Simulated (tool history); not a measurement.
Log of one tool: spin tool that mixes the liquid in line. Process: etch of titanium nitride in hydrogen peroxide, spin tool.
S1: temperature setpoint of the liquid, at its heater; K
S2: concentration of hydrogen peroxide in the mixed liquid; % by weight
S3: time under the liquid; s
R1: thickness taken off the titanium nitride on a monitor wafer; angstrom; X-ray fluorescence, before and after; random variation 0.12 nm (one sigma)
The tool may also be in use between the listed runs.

run	hour	S1	S2	S3	R1
1	0	316.15	15	295	44.639
2	3.1	318.65	15	295	54.133
3	6.5	320.65	15	295	61.826
4	7.6	322.15	15	295	71.15
5	8.4	322.15	15	295	70.275
6	11.9	323.15	15	295	74.661

Run 7 comes next. What will it give?
7	13.3	324.15	15	295	?

Run 7 gave R1 82.216 angstrom.
